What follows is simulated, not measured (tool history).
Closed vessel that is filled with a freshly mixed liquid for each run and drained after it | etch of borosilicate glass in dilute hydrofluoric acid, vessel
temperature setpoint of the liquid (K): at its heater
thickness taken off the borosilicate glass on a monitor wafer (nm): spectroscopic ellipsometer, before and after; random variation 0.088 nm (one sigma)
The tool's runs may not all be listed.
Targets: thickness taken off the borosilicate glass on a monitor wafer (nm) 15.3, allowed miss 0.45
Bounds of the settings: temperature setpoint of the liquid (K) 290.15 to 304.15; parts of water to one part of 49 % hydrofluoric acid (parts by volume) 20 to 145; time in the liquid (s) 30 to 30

run,hour,temperature setpoint of the liquid (K),parts of water to one part of 49 % hydrofluoric acid (parts by volume),time in the liquid (s),thickness taken off the borosilicate glass on a monitor wafer (nm)
1,0,296.15,80,30,8.9583
2,0.8,298.65,75,30,10.699
3,9.6,300.15,70,30,12.35
4,11.8,300.15,70,30,12.286
5,13.6,297.65,70,30,11.026
6,16.9,297.65,45,30,17.712
7,25.4,296.65,45,30,16.989
8,31.6,295.65,45,30,16.303
9,32.4,295.65,45,30,16.161
10,34.5,295.65,45,30,16.363
11,36.7,295.15,45,30,15.953
12,44.6,295.15,45,30,15.97

4 next moves are on the table. One of them brings every result within its allowed miss. Which?
A,52.5,296.15,45,30,?
B,52.5,295.65,45,30,?
C,52.5,294.15,45,30,?
D,52.5,290.15,35,30,?

move,thickness taken off the borosilicate glass on a monitor wafer (nm)
A,16.716
B,16.371
C,15.371
D,16.829
A: further off than the last run
B: further off than the last run
C: meets every target
D: further off than the last run
Answer: C
